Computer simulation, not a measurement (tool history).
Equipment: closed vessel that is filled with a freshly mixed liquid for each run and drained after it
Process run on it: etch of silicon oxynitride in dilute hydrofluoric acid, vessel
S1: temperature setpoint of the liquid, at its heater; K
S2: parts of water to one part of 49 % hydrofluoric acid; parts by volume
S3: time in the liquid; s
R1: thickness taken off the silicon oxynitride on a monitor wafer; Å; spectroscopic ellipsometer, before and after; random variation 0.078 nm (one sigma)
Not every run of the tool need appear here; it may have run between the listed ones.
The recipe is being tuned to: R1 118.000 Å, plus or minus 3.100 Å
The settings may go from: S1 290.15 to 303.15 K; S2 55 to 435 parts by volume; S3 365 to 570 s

run	hour	S1	S2	S3	R1
1	0.0	295.15	245	570	80.232
2	5.5	297.65	240	570	92.291
3	14.9	297.65	270	570	81.015
4	19.1	297.65	350	570	58.862
5	25.3	297.65	350	570	57.929
6	27.7	299.15	315	570	70.394
7	31.7	303.15	220	570	128.720
8	35.7	302.65	220	570	125.340
9	40.1	302.15	220	570	125.200
10	41.6	301.65	220	570	122.100

5 candidate next runs follow, results not yet known. Just one meets every target within its allowed miss. Identify it.
A	43.1	302.65	160	365	?
B	43.1	300.65	230	570	?
C	43.1	300.65	205	570	?
D	43.1	303.15	220	570	?
E	43.1	302.15	215	570	?

move	R1
A	117.070
B	109.620
C	125.670
D	128.250
E	126.500
A: every result lands within tolerance
B: the result that was furthest off in the last run now lies on the other side of its target
C: further off than the last run
D: further off than the last run
E: further off than the last run
Move A is the one to make.
